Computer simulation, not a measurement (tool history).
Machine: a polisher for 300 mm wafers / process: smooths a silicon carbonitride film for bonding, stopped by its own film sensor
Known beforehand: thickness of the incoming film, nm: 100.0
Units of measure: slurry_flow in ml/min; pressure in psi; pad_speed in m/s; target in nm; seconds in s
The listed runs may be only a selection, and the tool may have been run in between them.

run	hour	slurry_flow	pressure	pad_speed	slurry_solids	target	seconds
1	0	155	2	1.06	1	87	43.524
2	5.4	155	2.2	1.1	1	87	38.669
3	7.3	155	2.4	1.14	1	87	34.339
4	13.9	155	2.5	1.16	1	87	32.647
5	16.8	155	2.6	1.2	1	87	30.121
6	19.5	155	2.7	1.22	1	87	29.315
7	23.2	155	2.8	1.26	1	87	26.984
8	27.3	155	2.9	1.28	1	87	25.775
9	35.4	155	2.9	1.3	1	87	26.435

What will run 10 give?
10	36.4	155	2.9	1.32	1	87	?

For run 10 the tool returned seconds 25.468 s.
